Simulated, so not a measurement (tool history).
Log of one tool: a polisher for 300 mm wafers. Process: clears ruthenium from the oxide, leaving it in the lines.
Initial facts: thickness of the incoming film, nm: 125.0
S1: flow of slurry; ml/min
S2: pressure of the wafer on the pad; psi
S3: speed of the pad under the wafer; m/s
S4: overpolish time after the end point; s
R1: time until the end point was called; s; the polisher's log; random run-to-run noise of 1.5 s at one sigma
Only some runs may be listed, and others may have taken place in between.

run 1 hour=0 | S1=210 S2=1.9 S3=1.16 S4=5 | R1=127.94
run 2 hour=1.2 | S1=185 S2=1.9 S3=1.16 S4=5 | R1=131.29
run 3 hour=9.9 | S1=190 S2=2 S3=1.16 S4=5 | R1=122.58
run 4 hour=14.2 | S1=190 S2=2 S3=1 S4=5 | R1=140.78
run 5 hour=23.2 | S1=165 S2=2 S3=1 S4=5 | R1=140.79
run 6 hour=26.4 | S1=165 S2=2.2 S3=1 S4=5 | R1=133.43

Estimate the outcome of run 7 from the log above:
run 7 hour=33.2 | S1=165 S2=2.4 S3=1.02 S4=5 | R1=?

{"run 7": {"R1": 117.06}}

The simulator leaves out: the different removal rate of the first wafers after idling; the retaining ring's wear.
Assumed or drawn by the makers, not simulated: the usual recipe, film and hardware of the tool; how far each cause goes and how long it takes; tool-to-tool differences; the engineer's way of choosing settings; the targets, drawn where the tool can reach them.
